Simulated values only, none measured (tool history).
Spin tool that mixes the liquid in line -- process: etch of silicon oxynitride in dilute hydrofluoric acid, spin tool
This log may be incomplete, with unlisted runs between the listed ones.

run  hour  temperature setpoint of the liquid (K)  parts of water to one part of 49 % hydrofluoric acid (parts by volume)  time under the liquid (s)  thickness taken off the silicon oxynitride on a monitor wafer (Å)
  1   0.0                                  293.15                                                                     105                        290                                                             114.36
  2   6.2                                  295.15                                                                      95                        290                                                             139.99
  3  11.5                                  295.15                                                                      95                        290                                                             140.19
  4  16.4                                  295.15                                                                      95                        290                                                             140.48
  5  20.7                                  296.65                                                                      90                        290                                                             159.69
  6  25.9                                  297.65                                                                      85                        290                                                             180.06
  7  32.3                                  298.65                                                                      85                        290                                                             187.42
  8  33.1                                  299.15                                                                      85                        290                                                             189.60
  9  41.2                                  299.15                                                                      85                        290                                                             191.10

Predict the results of run 10:
 10  46.0                                  299.65                                                                      80                        290                                                                  ?

thickness taken off the silicon oxynitride on a monitor wafer (Å): 208.80

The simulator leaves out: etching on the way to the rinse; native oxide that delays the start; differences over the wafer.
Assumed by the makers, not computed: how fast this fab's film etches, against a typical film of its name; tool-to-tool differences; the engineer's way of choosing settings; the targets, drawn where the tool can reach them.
